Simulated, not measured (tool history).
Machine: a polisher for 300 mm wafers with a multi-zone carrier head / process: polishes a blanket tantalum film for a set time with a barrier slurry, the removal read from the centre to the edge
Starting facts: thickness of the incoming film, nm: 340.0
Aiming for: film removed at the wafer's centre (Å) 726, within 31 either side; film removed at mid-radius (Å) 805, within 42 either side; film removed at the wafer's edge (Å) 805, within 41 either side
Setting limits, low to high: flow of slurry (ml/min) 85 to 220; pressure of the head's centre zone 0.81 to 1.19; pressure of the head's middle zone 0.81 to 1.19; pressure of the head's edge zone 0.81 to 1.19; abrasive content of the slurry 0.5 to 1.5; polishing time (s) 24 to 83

| run | hour | flow of slurry (ml/min) | pressure of the head's centre zone | pressure of the head's middle zone | pressure of the head's edge zone | abrasive content of the slurry | polishing time (s) | film removed at the wafer's centre (Å) | film removed at mid-radius (Å) | film removed at the wafer's edge (Å) |
|---|---|---|---|---|---|---|---|---|---|---|
| 1 | 0 | 140 | 1 | 1 | 1 | 1 | 53 | 817.33 | 832.96 | 877.9 |
| 2 | 6.1 | 140 | 1 | 1.05 | 1 | 1 | 53 | 814.63 | 858.17 | 843.32 |
| 3 | 13.2 | 135 | 0.99 | 1.05 | 1 | 1 | 53 | 814.9 | 860.23 | 864.94 |
| 4 | 21 | 135 | 0.98 | 1.05 | 0.99 | 0.95 | 53 | 798.79 | 885.06 | 841.1 |
| 5 | 27.5 | 135 | 0.92 | 1.05 | 0.99 | 0.95 | 53 | 735.76 | 861.74 | 844.12 |
|  | 30.3 | slurry nozzle cleaned |
| 6 | 30.3 | 135 | 0.93 | 1.04 | 0.99 | 0.95 | 53 | 847.48 | 934.68 | 899.77 |
| 7 | 38.9 | 105 | 0.89 | 1 | 0.98 | 0.7 | 51 | 666.17 | 740.16 | 721.09 |
| 8 | 44.4 | 110 | 0.89 | 1 | 0.98 | 0.7 | 51 | 677.09 | 753.32 | 741.48 |
| 9 | 52.8 | 115 | 0.89 | 1 | 0.98 | 0.7 | 51 | 668.09 | 757.72 | 778.19 |
| 10 | 60.8 | 115 | 0.9 | 1 | 0.98 | 0.7 | 51 | 681.75 | 775.81 | 741.06 |
| 11 | 64 | 135 | 0.9 | 0.97 | 1.04 | 0.8 | 52 | 750.84 | 820.11 | 849.88 |

Pick the move, out of 4, that brings all results within their allowed miss; only one does.
| A | 67.2 | 145 | 0.95 | 1.06 | 1.15 | 0.6 | 52 | ? | ? | ? |
| B | 67.2 | 150 | 0.83 | 0.93 | 1.07 | 0.8 | 53 | ? | ? | ? |
| C | 67.2 | 85 | 1.06 | 0.97 | 0.91 | 0.85 | 50 | ? | ? | ? |
| D | 67.2 | 105 | 0.96 | 0.89 | 1.08 | 0.8 | 56 | ? | ? | ? |

| move | film removed at the wafer's centre (Å) | film removed at mid-radius (Å) | film removed at the wafer's edge (Å) |
|---|---|---|---|
| A | 706.17 | 821.75 | 819.62 |
| B | 709.75 | 848.33 | 910.27 |
| C | 767.9 | 754.79 | 749.73 |
| D | 804.21 | 807.6 | 922.41 |
A: in spec on every target
B: lands further from the targets than the last run did
C: moves the result that the last run missed by most past its target, out the other side
D: lands further from the targets than the last run did
Answer: A
